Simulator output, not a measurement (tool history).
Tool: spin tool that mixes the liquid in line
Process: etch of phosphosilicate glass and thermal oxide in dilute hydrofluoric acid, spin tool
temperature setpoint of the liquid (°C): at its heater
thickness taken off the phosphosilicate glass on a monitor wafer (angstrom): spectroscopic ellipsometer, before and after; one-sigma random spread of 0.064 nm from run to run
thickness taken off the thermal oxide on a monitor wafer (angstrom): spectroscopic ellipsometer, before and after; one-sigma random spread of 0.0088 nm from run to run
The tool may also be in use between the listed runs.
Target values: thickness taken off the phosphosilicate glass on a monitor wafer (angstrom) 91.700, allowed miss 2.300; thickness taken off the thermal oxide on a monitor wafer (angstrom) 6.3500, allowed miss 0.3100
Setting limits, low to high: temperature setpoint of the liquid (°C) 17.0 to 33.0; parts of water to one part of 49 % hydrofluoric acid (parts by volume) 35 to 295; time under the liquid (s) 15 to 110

run,hour,temperature setpoint of the liquid (°C),parts of water to one part of 49 % hydrofluoric acid (parts by volume),time under the liquid (s),thickness taken off the phosphosilicate glass on a monitor wafer (angstrom),thickness taken off the thermal oxide on a monitor wafer (angstrom)
1,0.0,25.0,165,55,233.450,16.1320
2,2.3,25.0,165,30,128.330,8.7299
3,8.1,25.0,165,15,63.303,4.3196
4,11.0,23.5,165,15,60.785,4.1465
5,19.0,23.5,165,15,60.122,4.1836
6,21.2,24.5,165,15,62.641,4.3290
7,27.2,26.0,165,15,66.344,4.5699
8,36.1,30.0,150,15,85.509,5.9714
9,42.8,30.5,150,15,87.068,5.9186

Exercise: of the 4 proposed moves below, exactly one satisfies all targets within the stated allowed misses. Which move is it?
A,49.5,32.0,170,15,?,?
B,49.5,33.0,245,25,?,?
C,49.5,30.0,180,20,?,?
D,49.5,28.5,195,25,?,?

move,thickness taken off the phosphosilicate glass on a monitor wafer (angstrom),thickness taken off the thermal oxide on a monitor wafer (angstrom)
A,79.400,5.3158
B,86.237,5.7735
C,92.053,6.1629
D,98.918,6.6225
A: further off than the last run
B: further off than the last run
C: all results in spec
D: takes the result that was furthest off past its target
Correct choice: C, which meets every target
